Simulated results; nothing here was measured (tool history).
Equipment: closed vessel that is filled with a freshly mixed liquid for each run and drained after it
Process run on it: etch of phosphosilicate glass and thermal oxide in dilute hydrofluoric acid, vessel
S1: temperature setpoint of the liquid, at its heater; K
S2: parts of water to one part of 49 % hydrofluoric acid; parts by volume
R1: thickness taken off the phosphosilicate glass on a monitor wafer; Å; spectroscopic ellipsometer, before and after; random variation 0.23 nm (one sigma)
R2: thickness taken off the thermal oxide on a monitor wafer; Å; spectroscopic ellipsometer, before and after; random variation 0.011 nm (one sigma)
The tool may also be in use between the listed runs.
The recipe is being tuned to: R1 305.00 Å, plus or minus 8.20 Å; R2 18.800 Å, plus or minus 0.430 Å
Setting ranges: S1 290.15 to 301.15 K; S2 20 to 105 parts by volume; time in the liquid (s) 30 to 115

Run 1, hour 0.0: S1 293.15 K, S2 55 parts by volume, time in the liquid (s) 60. Result: R1 775.43 Å, R2 48.265 Å.
Run 2, hour 6.0: S1 290.15 K, S2 55 parts by volume, time in the liquid (s) 60. Result: R1 687.20 Å, R2 43.039 Å.
Run 3, hour 7.4: S1 290.15 K, S2 55 parts by volume, time in the liquid (s) 60. Result: R1 689.17 Å, R2 42.192 Å.
Run 4, hour 15.2: S1 290.15 K, S2 65 parts by volume, time in the liquid (s) 60. Result: R1 578.62 Å, R2 35.367 Å.
Run 5, hour 20.1: S1 291.65 K, S2 65 parts by volume, time in the liquid (s) 60. Result: R1 612.50 Å, R2 37.635 Å.
Run 6, hour 23.6: S1 291.15 K, S2 75 parts by volume, time in the liquid (s) 60. Result: R1 516.23 Å, R2 31.656 Å.
Run 7, hour 32.2: S1 291.15 K, S2 80 parts by volume, time in the liquid (s) 60. Result: R1 475.76 Å, R2 29.593 Å.
Run 8, hour 39.2: S1 291.15 K, S2 85 parts by volume, time in the liquid (s) 60. Result: R1 449.60 Å, R2 27.749 Å.
Run 9, hour 44.3: S1 291.15 K, S2 90 parts by volume, time in the liquid (s) 60. Result: R1 425.09 Å, R2 26.075 Å.
Run 10, hour 50.3: S1 291.15 K, S2 95 parts by volume, time in the liquid (s) 60. Result: R1 396.03 Å, R2 24.415 Å.
Run 11, hour 55.5: S1 290.65 K, S2 100 parts by volume, time in the liquid (s) 55. Result: R1 341.93 Å, R2 20.797 Å.
Run 12, hour 60.4: S1 290.65 K, S2 105 parts by volume, time in the liquid (s) 55. Result: R1 322.76 Å, R2 19.677 Å.
Run 13, hour 62.3: S1 290.15 K, S2 105 parts by volume, time in the liquid (s) 50. Result: R1 282.46 Å, R2 17.595 Å.
Run 14, hour 64.8: S1 290.65 K, S2 105 parts by volume, time in the liquid (s) 50. Result: R1 288.56 Å, R2 17.806 Å.
Run 15, hour 66.2: S1 291.15 K, S2 105 parts by volume, time in the liquid (s) 50. Result: R1 298.92 Å, R2 18.215 Å.

Pick the move, out of 4, that brings all results within their allowed miss; only one does.
Run A, hour 67.6: S1 299.65 K, S2 95 parts by volume, time in the liquid (s) 35. Result: R1 ?, R2 ?.
Run B, hour 67.6: S1 299.15 K, S2 105 parts by volume, time in the liquid (s) 35. Result: R1 ?, R2 ?.
Run C, hour 67.6: S1 295.65 K, S2 105 parts by volume, time in the liquid (s) 40. Result: R1 ?, R2 ?.
Run D, hour 67.6: S1 290.65 K, S2 100 parts by volume, time in the liquid (s) 50. Result: R1 ?, R2 ?.

move      R1      R2
   A  331.94  20.153
   B  290.77  17.653
   C  289.52  17.577
   D  311.27  18.898
A: carries the result that was furthest off beyond its target, to the other side
B: moves away from the targets compared with the last run
C: moves away from the targets compared with the last run
D: all results land within tolerance of their targets
Move D is the one to make.
